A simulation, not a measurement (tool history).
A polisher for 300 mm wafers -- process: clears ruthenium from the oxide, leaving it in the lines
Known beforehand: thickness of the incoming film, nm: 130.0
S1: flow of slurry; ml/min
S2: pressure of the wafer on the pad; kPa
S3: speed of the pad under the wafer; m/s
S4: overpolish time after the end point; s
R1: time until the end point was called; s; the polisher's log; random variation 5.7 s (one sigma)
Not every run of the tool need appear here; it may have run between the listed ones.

| run | hour | S1 | S2 | S3 | S4 | R1 |
|---|---|---|---|---|---|---|
| 1 | 0.0 | 240 | 13.8 | 0.80 | 4 | 158.01 |
| 2 | 6.5 | 235 | 11.0 | 0.72 | 4 | 215.63 |
| 3 | 10.9 | 235 | 9.7 | 0.68 | 4 | 256.40 |
| 4 | 18.5 | 235 | 13.1 | 0.68 | 4 | 191.52 |
| 5 | 21.0 | 235 | 13.1 | 0.68 | 3 | 195.12 |
| 6 | 27.1 | 235 | 11.0 | 0.64 | 3 | 247.48 |
| 7 | 31.6 | 235 | 9.7 | 0.64 | 3 | 276.42 |

For run 8, what comes out?
|  | 34.8 | slurry nozzle cleaned |
| 8 | 34.8 | 235 | 8.3 | 0.64 | 3 | ? |

{"run 8": {"R1": 320.25}}

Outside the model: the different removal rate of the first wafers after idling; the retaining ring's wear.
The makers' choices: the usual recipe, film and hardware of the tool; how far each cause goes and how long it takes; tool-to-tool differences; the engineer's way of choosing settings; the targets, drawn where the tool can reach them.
